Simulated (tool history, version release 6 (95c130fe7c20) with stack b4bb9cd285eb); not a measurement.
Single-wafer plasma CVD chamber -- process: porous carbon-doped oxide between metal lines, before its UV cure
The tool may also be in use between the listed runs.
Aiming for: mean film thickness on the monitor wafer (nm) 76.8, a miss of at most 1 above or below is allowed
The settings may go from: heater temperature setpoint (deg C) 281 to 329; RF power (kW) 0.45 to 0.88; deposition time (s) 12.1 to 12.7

run  hour  heater temperature setpoint (deg C)  RF power (kW)  deposition time (s)  mean film thickness on the monitor wafer (nm)
  1     0                                  305          0.665                 12.7                                         81.212
  2   8.6                                  305          0.745                 12.7                                          87.02
  3  16.5                                  305          0.745                 12.7                                         87.059
  4  21.7                                  305          0.685                 12.7                                         82.956
  5  25.8                                  305          0.685                 12.1                                         78.755
  6  26.4                                  305           0.61                 12.1                                         73.366
     30.2  -- thermocouple changed; heater temperature recalibrated
  7  30.2                                  296          0.615                 12.1                                         79.629
  8  33.6                                  297          0.615                 12.1                                         78.859
  9  39.1                                  298          0.615                 12.1                                         78.312

Pick the move, out of 5, that brings all results within their allowed miss; only one does.
  A  44.6                                  302           0.59                 12.4                                              ?
  B  44.6                                  302           0.63                 12.5                                              ?
  C  44.6                                  294           0.56                 12.7                                              ?
  D  44.6                                  296          0.615                 12.3                                              ?
  E  44.6                                  282           0.52                 12.7                                              ?

move  mean film thickness on the monitor wafer (nm)
   A                                         76.791
   B                                         80.627
   C                                         79.202
   D                                         80.585
   E                                         80.562
A: all results land within tolerance of their targets
B: its largest miss is bigger than the last run's
C: its largest miss is bigger than the last run's
D: its largest miss is bigger than the last run's
E: its largest miss is bigger than the last run's
The move that meets every target is A.
